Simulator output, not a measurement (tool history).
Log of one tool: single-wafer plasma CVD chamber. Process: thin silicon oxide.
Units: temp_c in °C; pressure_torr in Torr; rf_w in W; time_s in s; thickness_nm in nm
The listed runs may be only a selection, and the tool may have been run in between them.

run 1 hour=0 | temp_c=380 pressure_torr=0.765 rf_w=230 time_s=3.15 | thickness_nm=5.1503
run 2 hour=2.5 | temp_c=380 pressure_torr=0.641 rf_w=230 time_s=3.15 | thickness_nm=4.2673
run 3 hour=9.8 | temp_c=380 pressure_torr=0.544 rf_w=230 time_s=3.15 | thickness_nm=3.5841
run 4 hour=13.8 | temp_c=380 pressure_torr=0.66 rf_w=230 time_s=3.15 | thickness_nm=4.4145
run 5 hour=19.3 | temp_c=380 pressure_torr=0.738 rf_w=230 time_s=3.15 | thickness_nm=4.9474
run 6 hour=20.2 | temp_c=380 pressure_torr=0.738 rf_w=250 time_s=3.15 | thickness_nm=5.1263

The next listed run, before its measurement:
run 7 hour=23.7 | temp_c=380 pressure_torr=0.787 rf_w=250 time_s=3.15 | thickness_nm=?

For run 7 the tool returned thickness_nm 5.4905 nm.
